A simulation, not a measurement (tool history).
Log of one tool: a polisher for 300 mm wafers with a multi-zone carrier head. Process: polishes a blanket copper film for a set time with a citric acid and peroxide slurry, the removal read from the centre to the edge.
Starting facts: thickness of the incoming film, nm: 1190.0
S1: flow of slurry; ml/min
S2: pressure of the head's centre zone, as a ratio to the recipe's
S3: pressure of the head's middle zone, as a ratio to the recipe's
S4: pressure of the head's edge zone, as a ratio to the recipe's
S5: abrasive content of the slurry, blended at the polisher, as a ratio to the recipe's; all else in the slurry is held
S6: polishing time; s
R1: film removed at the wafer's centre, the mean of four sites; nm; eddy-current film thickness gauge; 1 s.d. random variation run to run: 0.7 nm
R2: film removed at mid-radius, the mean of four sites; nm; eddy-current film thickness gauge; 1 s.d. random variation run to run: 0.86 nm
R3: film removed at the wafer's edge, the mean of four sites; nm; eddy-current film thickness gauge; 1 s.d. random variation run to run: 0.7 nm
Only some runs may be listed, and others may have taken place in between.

run 1 day=0.000 | S1=225 S2=1.00 S3=1.00 S4=1.00 S5=1.00 S6=63 | R1=92.166 R2=94.751 R3=94.293
run 2 day=0.121 | S1=225 S2=1.00 S3=1.00 S4=1.00 S5=1.10 S6=63 | R1=95.228 R2=97.055 R3=97.645
run 3 day=0.258 | S1=225 S2=1.00 S3=1.00 S4=1.00 S5=0.90 S6=63 | R1=90.956 R2=90.459 R3=92.158
run 4 day=0.338 | S1=225 S2=1.00 S3=1.00 S4=1.07 S5=0.90 S6=63 | R1=90.153 R2=91.285 R3=95.097
run 5 day=0.425 | S1=225 S2=1.00 S3=1.07 S4=1.07 S5=0.90 S6=63 | R1=91.456 R2=96.408 R3=96.388
run 6 day=0.700 | S1=225 S2=1.00 S3=1.07 S4=1.11 S5=0.90 S6=63 | R1=91.590 R2=97.517 R3=99.265
run 7 day=1.021 | S1=220 S2=1.01 S3=1.03 S4=1.09 S5=0.85 S6=63 | R1=91.470 R2=92.547 R3=93.750

Run 8 has not been measured yet. What should we expect?
run 8 day=1.175 | S1=220 S2=1.02 S3=0.99 S4=1.11 S5=0.80 S6=62 | R1=? R2=? R3=?

{"run 8": {"R1": 89.11, "R2": 87.405, "R3": 93.756}}
